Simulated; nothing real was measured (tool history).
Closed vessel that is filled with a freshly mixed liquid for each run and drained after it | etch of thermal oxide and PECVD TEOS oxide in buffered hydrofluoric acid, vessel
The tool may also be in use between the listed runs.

| run | hour | temperature setpoint of the liquid (C) | parts of 40 % ammonium fluoride to one part of 49 % hydrofluoric acid (parts by volume) | time in the liquid (s) | thickness taken off the thermal oxide on a monitor wafer (Å) | thickness taken off the PECVD TEOS oxide on a monitor wafer (Å) |
|---|---|---|---|---|---|---|
| 1 | 0.0 | 20.0 | 15.5 | 90 | 478.08 | 801.49 |
| 2 | 1.5 | 20.0 | 18.5 | 90 | 401.66 | 658.32 |
| 3 | 8.9 | 20.0 | 18.5 | 115 | 514.38 | 845.32 |
| 4 | 14.2 | 20.5 | 18.5 | 115 | 540.70 | 878.72 |
| 5 | 21.9 | 19.0 | 18.5 | 115 | 479.58 | 795.69 |
| 6 | 24.9 | 19.5 | 18.5 | 115 | 492.30 | 823.41 |
| 7 | 29.6 | 20.0 | 18.5 | 115 | 510.45 | 853.81 |

Run 8 is up next; what results do you expect?
| 8 | 37.2 | 20.5 | 18.5 | 115 | ? | ? |

For run 8 the tool returned thickness taken off the thermal oxide on a monitor wafer (Å) 528.65, thickness taken off the PECVD TEOS oxide on a monitor wafer (Å) 880.49.
